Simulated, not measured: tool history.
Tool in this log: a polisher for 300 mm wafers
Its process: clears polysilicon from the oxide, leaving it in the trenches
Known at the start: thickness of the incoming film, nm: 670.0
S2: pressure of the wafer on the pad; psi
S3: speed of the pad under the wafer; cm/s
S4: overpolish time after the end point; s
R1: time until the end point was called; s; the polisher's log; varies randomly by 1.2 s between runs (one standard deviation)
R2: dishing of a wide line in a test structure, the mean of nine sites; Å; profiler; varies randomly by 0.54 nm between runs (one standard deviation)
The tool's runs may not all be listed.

run 1 hour=0.0 | flow_of_slurry_(ml/min)=160 S2=3.1 S3=82 S4=15 | R1=45.467 R2=581.79
run 2 hour=7.1 | flow_of_slurry_(ml/min)=185 S2=3.1 S3=82 S4=15 | R1=44.919 R2=575.91
run 3 hour=8.7 | flow_of_slurry_(ml/min)=155 S2=3.1 S3=82 S4=15 | R1=44.439 R2=564.03
run 4 hour=15.4 | flow_of_slurry_(ml/min)=155 S2=3.1 S3=82 S4=20 | R1=46.648 R2=580.46
run 5 hour=17.9 | flow_of_slurry_(ml/min)=155 S2=2.4 S3=82 S4=20 | R1=54.589 R2=582.84
run 6 hour=22.9 | flow_of_slurry_(ml/min)=145 S2=2.6 S3=76 S4=18 | R1=55.778 R2=568.75
run 7 hour=26.8 | flow_of_slurry_(ml/min)=140 S2=2.8 S3=70 S4=16 | R1=60.196 R2=559.46
run 8 hour=31.2 | flow_of_slurry_(ml/min)=135 S2=3.1 S3=66 S4=14 | R1=59.176 R2=542.12
run 9 hour=36.0 | flow_of_slurry_(ml/min)=130 S2=3.3 S3=62 S4=13 | R1=58.698 R2=528.96
run 10 hour=37.4 | flow_of_slurry_(ml/min)=125 S2=3.5 S3=58 S4=12 | R1=61.357 R2=519.85
run 11 hour=43.0 | flow_of_slurry_(ml/min)=120 S2=3.7 S3=56 S4=11 | R1=61.002 R2=501.00
run 12 hour=43.7 | flow_of_slurry_(ml/min)=115 S2=3.9 S3=54 S4=10 | R1=59.977 R2=496.88
run 13 hour=49.4 | flow_of_slurry_(ml/min)=110 S2=4.0 S3=52 S4=9 | R1=61.359 R2=457.18

The next listed run, before its measurement:
-- hour=54.0 worn pad replaced by a new one
run 14 hour=54.0 | flow_of_slurry_(ml/min)=110 S2=4.1 S3=50 S4=8 | R1=? R2=?

{"run 14": {"R1": 56.445, "R2": 454.46}}
